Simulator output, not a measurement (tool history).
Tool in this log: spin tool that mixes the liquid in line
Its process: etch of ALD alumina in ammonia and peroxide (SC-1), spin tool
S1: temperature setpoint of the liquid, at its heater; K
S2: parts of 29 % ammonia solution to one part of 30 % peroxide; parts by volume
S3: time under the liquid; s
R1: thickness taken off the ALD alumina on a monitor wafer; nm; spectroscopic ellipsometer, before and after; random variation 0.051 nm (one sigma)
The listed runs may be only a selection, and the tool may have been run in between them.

run,hour,S1,S2,S3,R1
1,0,323.15,0.6,325,15.844
2,9,323.15,0.75,325,16.009
3,14.2,323.15,0.65,325,15.968
4,19.5,323.15,0.65,350,17.132
5,25.4,323.15,0.8,350,17.301
6,31.2,321.15,0.8,350,15.63
7,36.8,319.65,0.8,350,14.255

Run 8, settings as shown, results not yet in. Your forecast:
8,40.4,318.65,0.8,350,?

Logged for run 8: R1 13.458 nm.

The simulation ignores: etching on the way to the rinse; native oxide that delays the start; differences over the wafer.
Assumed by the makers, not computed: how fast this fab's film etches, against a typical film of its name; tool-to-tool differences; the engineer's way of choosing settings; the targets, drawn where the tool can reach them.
